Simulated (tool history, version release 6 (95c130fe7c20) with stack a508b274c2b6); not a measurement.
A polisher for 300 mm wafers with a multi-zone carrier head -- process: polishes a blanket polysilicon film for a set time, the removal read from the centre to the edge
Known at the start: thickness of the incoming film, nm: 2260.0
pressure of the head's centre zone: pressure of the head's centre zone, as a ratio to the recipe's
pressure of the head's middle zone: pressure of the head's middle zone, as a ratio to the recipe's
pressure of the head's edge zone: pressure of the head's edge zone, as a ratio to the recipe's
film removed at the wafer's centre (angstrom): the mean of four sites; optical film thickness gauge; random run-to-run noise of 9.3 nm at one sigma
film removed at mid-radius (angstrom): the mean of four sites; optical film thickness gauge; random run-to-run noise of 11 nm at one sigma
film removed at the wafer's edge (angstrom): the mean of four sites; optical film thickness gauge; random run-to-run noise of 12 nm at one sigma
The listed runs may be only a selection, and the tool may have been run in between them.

run,hour,flow of slurry (ml/min),pressure of the head's centre zone,pressure of the head's middle zone,pressure of the head's edge zone,polishing time (s),film removed at the wafer's centre (angstrom),film removed at mid-radius (angstrom),film removed at the wafer's edge (angstrom)
1,0,165,1,1,1,89,6494.5,6755.9,6878.2
2,6.5,180,1.04,1.03,1.04,96,7399.4,7557.8,7731.3
3,9,195,1.08,1.07,1.06,100,8216,8311.1,8165.4
4,10.9,215,1.08,1.07,1.06,100,8209.7,8401.1,8073.8
5,19,210,1.1,1.08,1.08,104,8660.7,8798.4,8479.7
6,25.4,205,1.11,1.08,1.09,107,8814.7,8937.5,8714.2
7,27.5,210,1.12,1.08,1.1,110,9283.1,9482.4,9141.4

Run 8, settings as shown, results not yet in. Your forecast:
8,33,215,1.13,1.07,1.11,111,?,?,?

{"run 8": {"film removed at the wafer's centre (angstrom)": 9578.6, "film removed at mid-radius (angstrom)": 9296, "film removed at the wafer's edge (angstrom)": 9269.5}}
